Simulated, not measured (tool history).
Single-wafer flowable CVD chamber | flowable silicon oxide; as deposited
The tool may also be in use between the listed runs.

run,hour,heater temperature setpoint (K),chamber pressure (Pa),RF power (W),deposition time (s),mean film thickness on the monitor wafer (nm)
1,0,383.15,113,1915,281,124.62
2,3.3,383.15,113,1915,281,125.42
3,8.1,383.15,113,2010,281,126.65
4,15.6,382.15,113,2010,281,131.52
5,23.5,382.15,113,2010,281,130.23
6,26,382.15,113,2010,267,124.2

Forecast run 7:
7,27.4,381.15,113,2010,267,?

Run 7 gave mean film thickness on the monitor wafer (nm) 129.27.
